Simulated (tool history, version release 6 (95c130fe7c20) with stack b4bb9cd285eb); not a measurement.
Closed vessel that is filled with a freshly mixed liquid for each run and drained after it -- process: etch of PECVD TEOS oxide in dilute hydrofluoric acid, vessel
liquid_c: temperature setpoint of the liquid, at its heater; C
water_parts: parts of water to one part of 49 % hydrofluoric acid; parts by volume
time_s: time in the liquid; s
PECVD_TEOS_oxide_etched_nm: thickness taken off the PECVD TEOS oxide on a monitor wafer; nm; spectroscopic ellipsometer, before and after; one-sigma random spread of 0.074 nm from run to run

run	hour	liquid_c	water_parts	time_s	PECVD_TEOS_oxide_etched_nm
1	0.0	22.0	40	35	9.5085
2	3.1	24.0	40	35	10.3280
3	8.1	24.0	40	30	8.8591
4	8.9	27.0	40	30	10.0370
5	17.7	27.0	40	30	10.0670
6	21.6	24.5	40	30	9.0996
# hour 26.9: hydrofluoric acid flow meter replaced
7	26.9	26.0	35	30	9.9771
8	29.9	27.0	30	30	12.2210
9	35.9	27.0	30	30	12.2460
10	41.3	27.0	30	30	12.1470
11	44.7	27.0	30	30	12.1460
12	50.4	28.0	25	30	15.4010

Run 13 has not been measured yet. What should we expect?
13	53.6	28.5	25	30	?

Run 13 measured PECVD_TEOS_oxide_etched_nm 15.6600 nm.

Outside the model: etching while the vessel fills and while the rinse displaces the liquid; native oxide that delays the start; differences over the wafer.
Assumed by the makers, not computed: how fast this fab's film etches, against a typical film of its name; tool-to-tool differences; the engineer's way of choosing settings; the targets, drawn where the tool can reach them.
